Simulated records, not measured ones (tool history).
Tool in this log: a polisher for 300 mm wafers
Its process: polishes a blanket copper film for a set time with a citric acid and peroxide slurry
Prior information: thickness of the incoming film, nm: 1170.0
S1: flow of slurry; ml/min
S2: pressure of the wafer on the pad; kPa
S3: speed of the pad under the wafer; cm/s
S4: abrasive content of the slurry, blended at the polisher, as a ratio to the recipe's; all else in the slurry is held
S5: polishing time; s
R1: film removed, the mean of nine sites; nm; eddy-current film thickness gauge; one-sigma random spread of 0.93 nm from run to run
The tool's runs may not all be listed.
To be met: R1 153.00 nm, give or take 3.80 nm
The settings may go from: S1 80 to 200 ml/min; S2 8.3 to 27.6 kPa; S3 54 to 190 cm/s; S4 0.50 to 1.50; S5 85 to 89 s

{"run": 1, "day": 0.0, "S1": 130, "S2": 17.9, "S3": 122, "S4": 1.0, "S5": 85, "R1": 216.14}
{"run": 2, "day": 0.067, "S1": 150, "S2": 17.9, "S3": 122, "S4": 1.0, "S5": 85, "R1": 219.95}
{"run": 3, "day": 0.15, "S1": 150, "S2": 17.9, "S3": 122, "S4": 1.1, "S5": 85, "R1": 225.04}
{"run": 4, "day": 0.492, "S1": 150, "S2": 17.9, "S3": 122, "S4": 1.1, "S5": 89, "R1": 236.62}
{"run": 5, "day": 0.704, "S1": 150, "S2": 17.9, "S3": 122, "S4": 1.0, "S5": 89, "R1": 231.7}
{"run": 6, "day": 1.033, "S1": 145, "S2": 15.9, "S3": 122, "S4": 1.0, "S5": 89, "R1": 204.13}
{"run": 7, "day": 1.204, "S1": 140, "S2": 14.5, "S3": 122, "S4": 1.0, "S5": 89, "R1": 188.07}
{"run": 8, "day": 1.517, "S1": 135, "S2": 13.8, "S3": 122, "S4": 1.0, "S5": 89, "R1": 177.1}
{"run": 9, "day": 1.879, "S1": 130, "S2": 13.1, "S3": 122, "S4": 1.0, "S5": 89, "R1": 167.4}

Which of these 4 next moves meets every target?
{"run": "A", "day": 2.242, "S1": 125, "S2": 13.1, "S3": 114, "S4": 1.05, "S5": 85, "R1": "?"}
{"run": "B", "day": 2.242, "S1": 115, "S2": 12.4, "S3": 152, "S4": 1.0, "S5": 85, "R1": "?"}
{"run": "C", "day": 2.242, "S1": 155, "S2": 13.8, "S3": 118, "S4": 1.15, "S5": 89, "R1": "?"}
{"run": "D", "day": 2.242, "S1": 130, "S2": 13.1, "S3": 136, "S4": 0.9, "S5": 88, "R1": "?"}

move=A R1=153.24
move=B R1=178.11
move=C R1=184.20
move=D R1=175.35
A: in spec on every target
B: the biggest miss grows against the last run
C: the biggest miss grows against the last run
D: the biggest miss grows against the last run
Go with A: it meets all targets.
